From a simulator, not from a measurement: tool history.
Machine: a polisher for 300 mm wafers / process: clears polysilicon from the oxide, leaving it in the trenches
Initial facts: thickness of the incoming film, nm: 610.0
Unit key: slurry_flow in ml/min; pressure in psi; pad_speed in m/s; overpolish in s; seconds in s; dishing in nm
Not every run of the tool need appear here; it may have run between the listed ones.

run,hour,slurry_flow,pressure,pad_speed,overpolish,seconds,dishing
1,0.0,250,3.2,0.76,28,59.224,74.706
2,5.7,250,3.0,0.76,24,64.659,72.888
3,13.6,310,3.0,0.76,24,61.474,72.123
4,14.8,275,3.0,0.76,24,63.959,73.082
# hour 18.4: head pressure recalibrated
5,18.4,275,3.0,0.76,13,60.159,65.366
6,27.1,285,2.9,0.76,12,63.272,59.966
7,31.0,285,2.8,0.76,12,63.152,60.506

What will run 8 give?
8,33.7,285,2.7,0.76,12,?,?

seconds: 67.235 s
dishing: 57.291 nm

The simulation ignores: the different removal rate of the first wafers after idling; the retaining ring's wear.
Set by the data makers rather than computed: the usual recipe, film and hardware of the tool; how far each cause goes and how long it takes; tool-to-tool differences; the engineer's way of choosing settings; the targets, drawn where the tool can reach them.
